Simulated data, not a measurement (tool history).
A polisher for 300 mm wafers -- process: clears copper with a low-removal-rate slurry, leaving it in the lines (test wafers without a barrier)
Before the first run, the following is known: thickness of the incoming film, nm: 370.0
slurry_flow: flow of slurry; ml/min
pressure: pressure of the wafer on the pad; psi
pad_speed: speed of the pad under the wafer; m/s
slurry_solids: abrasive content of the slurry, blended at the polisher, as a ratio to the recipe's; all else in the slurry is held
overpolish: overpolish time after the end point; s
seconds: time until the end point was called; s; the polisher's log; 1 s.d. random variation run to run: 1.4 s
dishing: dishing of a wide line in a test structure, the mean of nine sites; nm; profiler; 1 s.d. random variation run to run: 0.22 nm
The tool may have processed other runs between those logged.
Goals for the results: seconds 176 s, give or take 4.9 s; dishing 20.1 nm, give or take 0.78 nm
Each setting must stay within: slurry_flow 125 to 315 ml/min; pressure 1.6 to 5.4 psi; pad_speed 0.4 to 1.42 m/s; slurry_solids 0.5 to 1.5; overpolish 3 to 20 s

run  hour  slurry_flow  pressure  pad_speed  slurry_solids  overpolish  seconds  dishing
  1     0          205       3.5        0.9              1          10   121.53   19.208
  2     8          205       3.5        0.9              1          12   122.69   22.954
  3    15          205       4.1        0.9              1          12   104.94   26.454
  4  16.5          205       4.7        0.9              1          12   91.071   29.677
  5    20          200       4.2        0.9              1          12   101.82   26.548
  6  22.1          200       4.2        0.9            0.9          12   106.61   26.165
  7  23.9          195       3.9        0.9            0.9          12   114.31   24.816
  8  27.3          190       3.6        0.9            0.9          12   124.15   22.752
  9    33          190       3.6        0.9            0.9          12   124.41   22.233
 10  41.9          180       3.4        0.9            0.9          13   130.22   22.738
 11  42.5          175       3.2        0.9            0.9          13   141.23   21.702
 12  43.2          170       3.1        0.9            0.9          13   145.97   20.839
 13  51.7          150       2.4        0.9            0.9          15   190.37   18.495
 14  59.4          160       2.4        0.9            0.9          15   188.77   18.669
 15  67.3          170       2.4        0.9            0.9          15   186.71   18.665
 16  75.5          175       2.4        0.9            0.9          15   185.79   19.175
 17  80.3          180       2.4        0.9            0.9          15    183.3   19.404
 18  83.6          185       2.4        0.9            0.9          15   185.97   19.168
 19  90.4          190       2.4        0.9            0.9          15   184.07   19.265
 20  91.9          195       2.4        0.9            0.9          15   183.24   19.207
 21  96.6          200       2.4        0.9            0.9          15   178.46   19.261

Which of these 4 next moves meets every target?
  A  101.3          180       2.7       0.86            0.8          16        ?        ?
  B  101.3          265       3.2       0.62            0.7          16        ?        ?
  C  101.3          155       2.6       0.88           0.95          15        ?        ?
  D  101.3          195       2.1          1           0.95          15        ?        ?

move  seconds  dishing
   A   173.77    21.26
   B   188.05   19.848
   C    174.4   19.948
   D    184.9   18.792
A: carries the result that was furthest off beyond its target, to the other side
B: meets the target for the result that was furthest off, but another lies outside its allowed miss
C: every result lands within tolerance
D: moves away from the targets compared with the last run
C meets every target.

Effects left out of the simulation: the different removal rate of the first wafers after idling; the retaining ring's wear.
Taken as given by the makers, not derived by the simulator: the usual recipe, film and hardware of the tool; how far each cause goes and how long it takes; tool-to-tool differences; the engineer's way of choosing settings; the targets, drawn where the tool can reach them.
